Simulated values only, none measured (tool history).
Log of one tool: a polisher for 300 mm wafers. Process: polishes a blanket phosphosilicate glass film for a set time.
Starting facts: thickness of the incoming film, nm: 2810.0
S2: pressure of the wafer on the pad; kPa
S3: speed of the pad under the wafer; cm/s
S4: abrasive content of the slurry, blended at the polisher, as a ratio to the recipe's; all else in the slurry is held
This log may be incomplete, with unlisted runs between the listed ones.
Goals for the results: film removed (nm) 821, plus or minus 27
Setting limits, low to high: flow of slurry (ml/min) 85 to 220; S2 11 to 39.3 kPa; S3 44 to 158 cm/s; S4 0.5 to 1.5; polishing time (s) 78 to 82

run 1 day=0 | flow_of_slurry_(ml/min)=140 S2=24.8 S3=100 S4=1 polishing_time_(s)=78 | film_removed_(nm)=637.68
run 2 day=0.188 | flow_of_slurry_(ml/min)=150 S2=26.2 S3=100 S4=1 polishing_time_(s)=78 | film_removed_(nm)=672.58
run 3 day=0.325 | flow_of_slurry_(ml/min)=150 S2=27.6 S3=100 S4=1 polishing_time_(s)=78 | film_removed_(nm)=707.15
run 4 day=0.367 | flow_of_slurry_(ml/min)=150 S2=29 S3=100 S4=1 polishing_time_(s)=78 | film_removed_(nm)=752.61
run 5 day=0.562 | flow_of_slurry_(ml/min)=150 S2=29 S3=100 S4=0.85 polishing_time_(s)=78 | film_removed_(nm)=703.25
run 6 day=0.896 | flow_of_slurry_(ml/min)=150 S2=29 S3=100 S4=0.95 polishing_time_(s)=78 | film_removed_(nm)=722.79
run 7 day=0.921 | flow_of_slurry_(ml/min)=155 S2=29.6 S3=100 S4=0.95 polishing_time_(s)=78 | film_removed_(nm)=752.43
run 8 day=1.246 | flow_of_slurry_(ml/min)=155 S2=30.3 S3=100 S4=0.95 polishing_time_(s)=78 | film_removed_(nm)=772.28

Next run, 5 choices. One meets every target within its allowed miss, the rest don't. Which?
run A day=1.571 | flow_of_slurry_(ml/min)=170 S2=30.3 S3=94 S4=0.95 polishing_time_(s)=78 | film_removed_(nm)=?
run B day=1.571 | flow_of_slurry_(ml/min)=170 S2=27.6 S3=94 S4=0.95 polishing_time_(s)=78 | film_removed_(nm)=?
run C day=1.571 | flow_of_slurry_(ml/min)=145 S2=27.6 S3=92 S4=1.2 polishing_time_(s)=81 | film_removed_(nm)=?
run D day=1.571 | flow_of_slurry_(ml/min)=160 S2=31.7 S3=108 S4=0.85 polishing_time_(s)=79 | film_removed_(nm)=?
run E day=1.571 | flow_of_slurry_(ml/min)=175 S2=36.5 S3=84 S4=0.65 polishing_time_(s)=78 | film_removed_(nm)=?

move=A film_removed_(nm)=750.73
move=B film_removed_(nm)=684.17
move=C film_removed_(nm)=744.89
move=D film_removed_(nm)=840.48
move=E film_removed_(nm)=704.83
A: further off than the last run
B: further off than the last run
C: further off than the last run
D: all results land within tolerance of their targets
E: further off than the last run
Answer: D

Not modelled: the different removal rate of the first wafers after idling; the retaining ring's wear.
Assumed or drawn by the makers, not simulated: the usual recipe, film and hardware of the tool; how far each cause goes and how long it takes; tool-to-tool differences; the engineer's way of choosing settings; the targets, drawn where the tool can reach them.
